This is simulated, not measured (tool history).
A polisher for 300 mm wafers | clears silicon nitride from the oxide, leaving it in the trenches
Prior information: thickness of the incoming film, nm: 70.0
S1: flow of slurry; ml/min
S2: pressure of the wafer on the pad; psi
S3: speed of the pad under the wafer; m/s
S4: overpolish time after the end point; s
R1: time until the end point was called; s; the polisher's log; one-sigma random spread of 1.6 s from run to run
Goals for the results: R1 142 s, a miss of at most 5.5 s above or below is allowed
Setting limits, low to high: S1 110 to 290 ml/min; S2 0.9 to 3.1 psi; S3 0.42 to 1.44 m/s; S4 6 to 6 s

| run | hour | S1 | S2 | S3 | S4 | R1 |
|---|---|---|---|---|---|---|
| 1 | 0 | 185 | 2 | 0.92 | 6 | 94.733 |
| 2 | 3.2 | 185 | 2 | 1.04 | 6 | 83.832 |
| 3 | 11.7 | 160 | 2 | 1.04 | 6 | 84.975 |
| 4 | 20.2 | 135 | 2 | 1.04 | 6 | 87.513 |
|  | 28.1 | worn pad replaced by a new one |
| 5 | 28.1 | 135 | 2.5 | 1.04 | 6 | 66.497 |
| 6 | 34.9 | 135 | 2.3 | 1.04 | 6 | 71.694 |
| 7 | 43.5 | 135 | 2.1 | 1.04 | 6 | 77.303 |
| 8 | 45.8 | 135 | 1.9 | 1.04 | 6 | 87.642 |
| 9 | 53.7 | 135 | 1.8 | 1.04 | 6 | 90.037 |
| 10 | 57 | 135 | 1.7 | 1.02 | 6 | 99.497 |

Pick the move, out of 4, that brings all results within their allowed miss; only one does.
| A | 60.3 | 130 | 1.4 | 1.02 | 6 | ? |
| B | 60.3 | 145 | 1.3 | 0.9 | 6 | ? |
| C | 60.3 | 155 | 1.9 | 1.28 | 6 | ? |
| D | 60.3 | 110 | 2.3 | 1.02 | 6 | ? |

| move | R1 |
|---|---|
| A | 119.85 |
| B | 143.5 |
| C | 70.167 |
| D | 75.63 |
A: closes in on the targets versus the last run, not all within tolerance yet
B: hits every target within its allowed miss
C: lands further from the targets than the last run did
D: lands further from the targets than the last run did
So the answer is move B, the one that meets all the targets.

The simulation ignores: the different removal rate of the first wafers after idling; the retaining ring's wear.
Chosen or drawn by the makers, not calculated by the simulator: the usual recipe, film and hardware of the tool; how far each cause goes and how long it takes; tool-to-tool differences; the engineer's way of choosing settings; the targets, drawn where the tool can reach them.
